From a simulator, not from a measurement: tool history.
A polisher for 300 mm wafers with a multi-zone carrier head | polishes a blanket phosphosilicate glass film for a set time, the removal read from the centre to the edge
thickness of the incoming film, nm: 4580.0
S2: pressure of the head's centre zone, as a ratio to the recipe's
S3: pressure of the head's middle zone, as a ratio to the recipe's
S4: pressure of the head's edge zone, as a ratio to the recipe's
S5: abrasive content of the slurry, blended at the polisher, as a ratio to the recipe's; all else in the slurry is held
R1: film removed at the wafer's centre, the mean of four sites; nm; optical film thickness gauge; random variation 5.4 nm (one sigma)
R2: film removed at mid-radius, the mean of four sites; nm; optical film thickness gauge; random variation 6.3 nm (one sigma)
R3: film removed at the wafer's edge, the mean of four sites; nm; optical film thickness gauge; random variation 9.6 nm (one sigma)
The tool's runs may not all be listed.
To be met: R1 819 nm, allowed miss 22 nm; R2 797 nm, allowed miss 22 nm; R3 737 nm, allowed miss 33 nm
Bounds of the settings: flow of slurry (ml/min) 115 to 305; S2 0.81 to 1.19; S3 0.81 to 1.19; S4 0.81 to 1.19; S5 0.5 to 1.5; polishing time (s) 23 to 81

{"run": 1, "hour": 0.0, "flow of slurry (ml/min)": 195, "S2": 1, "S3": 1, "S4": 1, "S5": 1, "polishing time (s)": 52, "R1": 641.04, "R2": 634.06, "R3": 633.99}
{"run": 2, "hour": 8.4, "flow of slurry (ml/min)": 215, "S2": 1.04, "S3": 1.05, "S4": 1.04, "S5": 1.05, "polishing time (s)": 52, "R1": 684.5, "R2": 690.41, "R3": 668.37}
{"run": 3, "hour": 12.6, "flow of slurry (ml/min)": 230, "S2": 1.08, "S3": 1.07, "S4": 1.06, "S5": 1.1, "polishing time (s)": 52, "R1": 728.39, "R2": 729.02, "R3": 697.67}
{"run": 4, "hour": 20.0, "flow of slurry (ml/min)": 275, "S2": 1.08, "S3": 1.07, "S4": 1.06, "S5": 1.1, "polishing time (s)": 52, "R1": 742.74, "R2": 742.85, "R3": 699.01}
{"run": 5, "hour": 25.9, "flow of slurry (ml/min)": 275, "S2": 1.08, "S3": 1.07, "S4": 0.98, "S5": 1.1, "polishing time (s)": 52, "R1": 745.14, "R2": 742.76, "R3": 672.33}
{"run": 6, "hour": 31.3, "flow of slurry (ml/min)": 275, "S2": 1.08, "S3": 1.15, "S4": 0.98, "S5": 1.1, "polishing time (s)": 52, "R1": 733.63, "R2": 781.73, "R3": 659.41}
{"run": 7, "hour": 37.3, "flow of slurry (ml/min)": 275, "S2": 1.1, "S3": 1.14, "S4": 1.02, "S5": 1.1, "polishing time (s)": 52, "R1": 753.75, "R2": 775.71, "R3": 680.36}
{"run": 8, "hour": 43.7, "flow of slurry (ml/min)": 275, "S2": 1.12, "S3": 1.14, "S4": 1.05, "S5": 1.1, "polishing time (s)": 52, "R1": 768.93, "R2": 773.7, "R3": 686.58}
{"run": 9, "hour": 50.3, "flow of slurry (ml/min)": 275, "S2": 1.13, "S3": 1.14, "S4": 1.07, "S5": 1.1, "polishing time (s)": 52, "R1": 788.91, "R2": 775.09, "R3": 687.61}
{"run": 10, "hour": 57.9, "flow of slurry (ml/min)": 285, "S2": 1.11, "S3": 1.13, "S4": 1.17, "S5": 1.15, "polishing time (s)": 52, "R1": 777.47, "R2": 802.49, "R3": 740.54}
{"run": 11, "hour": 58.8, "flow of slurry (ml/min)": 285, "S2": 1.12, "S3": 1.13, "S4": 1.17, "S5": 1.15, "polishing time (s)": 52, "R1": 780.64, "R2": 782.46, "R3": 745.66}

Which of these 5 next moves meets every target?
{"run": "A", "hour": 59.7, "flow of slurry (ml/min)": 305, "S2": 1.13, "S3": 1.19, "S4": 1.12, "S5": 1.2, "polishing time (s)": 49, "R1": "?", "R2": "?", "R3": "?"}
{"run": "B", "hour": 59.7, "flow of slurry (ml/min)": 280, "S2": 1.08, "S3": 1.13, "S4": 1.18, "S5": 1.1, "polishing time (s)": 52, "R1": "?", "R2": "?", "R3": "?"}
{"run": "C", "hour": 59.7, "flow of slurry (ml/min)": 260, "S2": 1.1, "S3": 1.11, "S4": 1.19, "S5": 1.05, "polishing time (s)": 55, "R1": "?", "R2": "?", "R3": "?"}
{"run": "D", "hour": 59.7, "flow of slurry (ml/min)": 305, "S2": 1.11, "S3": 1.16, "S4": 1.19, "S5": 1.45, "polishing time (s)": 45, "R1": "?", "R2": "?", "R3": "?"}
{"run": "E", "hour": 59.7, "flow of slurry (ml/min)": 255, "S2": 1.16, "S3": 1.14, "S4": 1.13, "S5": 1.2, "polishing time (s)": 52, "R1": "?", "R2": "?", "R3": "?"}

move=A R1=761.48 R2=787.65 R3=684.18
move=B R1=738.65 R2=763.42 R3=714.18
move=C R1=771.64 R2=772.62 R3=738.81
move=D R1=741.69 R2=763.27 R3=699.69
move=E R1=812.3 R2=791.56 R3=720.39
A: further off than the last run
B: further off than the last run
C: further off than the last run
D: further off than the last run
E: meets every target
Answer: E

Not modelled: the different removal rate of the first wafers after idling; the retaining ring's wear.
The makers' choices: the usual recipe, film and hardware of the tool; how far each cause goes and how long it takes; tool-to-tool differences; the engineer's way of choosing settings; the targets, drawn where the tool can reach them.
